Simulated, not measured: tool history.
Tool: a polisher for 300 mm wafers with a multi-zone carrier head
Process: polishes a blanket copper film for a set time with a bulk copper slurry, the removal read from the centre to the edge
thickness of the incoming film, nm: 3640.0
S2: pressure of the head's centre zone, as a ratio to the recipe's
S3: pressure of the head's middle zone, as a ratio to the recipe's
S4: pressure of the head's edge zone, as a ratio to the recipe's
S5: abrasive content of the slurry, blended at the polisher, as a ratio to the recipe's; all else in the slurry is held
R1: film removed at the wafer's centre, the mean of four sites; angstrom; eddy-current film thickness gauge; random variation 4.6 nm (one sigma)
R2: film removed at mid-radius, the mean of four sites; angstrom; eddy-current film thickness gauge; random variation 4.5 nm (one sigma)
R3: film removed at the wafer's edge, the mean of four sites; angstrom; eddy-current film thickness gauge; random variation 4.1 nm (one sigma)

Run 1, hour 0.0: flow of slurry (ml/min) 295, S2 1.00, S3 1.00, S4 1.00, S5 1.00, polishing time (s) 78. Result: R1 4759.4 angstrom, R2 4855.3 angstrom, R3 4657.9 angstrom.
Run 2, hour 3.3: flow of slurry (ml/min) 235, S2 1.00, S3 1.00, S4 1.00, S5 1.00, polishing time (s) 78. Result: R1 4738.2 angstrom, R2 4721.2 angstrom, R3 4563.1 angstrom.
Run 3, hour 10.6: flow of slurry (ml/min) 230, S2 1.00, S3 0.99, S4 0.98, S5 0.90, polishing time (s) 73. Result: R1 4294.0 angstrom, R2 4236.2 angstrom, R3 4116.2 angstrom.
Run 4, hour 11.8: flow of slurry (ml/min) 230, S2 1.00, S3 0.99, S4 0.98, S5 0.90, polishing time (s) 62. Result: R1 3622.0 angstrom, R2 3530.7 angstrom, R3 3545.0 angstrom.
Run 5, hour 12.4: flow of slurry (ml/min) 230, S2 1.00, S3 0.99, S4 0.98, S5 1.05, polishing time (s) 62. Result: R1 3647.0 angstrom, R2 3609.1 angstrom, R3 3580.5 angstrom.
Run 6, hour 14.1: flow of slurry (ml/min) 230, S2 1.04, S3 0.99, S4 0.98, S5 1.05, polishing time (s) 62. Result: R1 3778.4 angstrom, R2 3681.1 angstrom, R3 3569.1 angstrom.
Run 7, hour 22.3: flow of slurry (ml/min) 230, S2 1.04, S3 0.99, S4 0.96, S5 1.00, polishing time (s) 60. Result: R1 3718.1 angstrom, R2 3548.5 angstrom, R3 3499.0 angstrom.
Run 8, hour 24.5: flow of slurry (ml/min) 225, S2 1.04, S3 0.99, S4 0.95, S5 0.95, polishing time (s) 58. Result: R1 3568.9 angstrom, R2 3347.9 angstrom, R3 3283.2 angstrom.

Run 9 comes next. What will it give?
Run 9, hour 33.5: flow of slurry (ml/min) 225, S2 1.03, S3 0.99, S4 0.94, S5 0.90, polishing time (s) 57. Result: R1 ?, R2 ?, R3 ?.

{"run 9": {"R1": 3404.7, "R2": 3287.1, "R3": 3198.3}}

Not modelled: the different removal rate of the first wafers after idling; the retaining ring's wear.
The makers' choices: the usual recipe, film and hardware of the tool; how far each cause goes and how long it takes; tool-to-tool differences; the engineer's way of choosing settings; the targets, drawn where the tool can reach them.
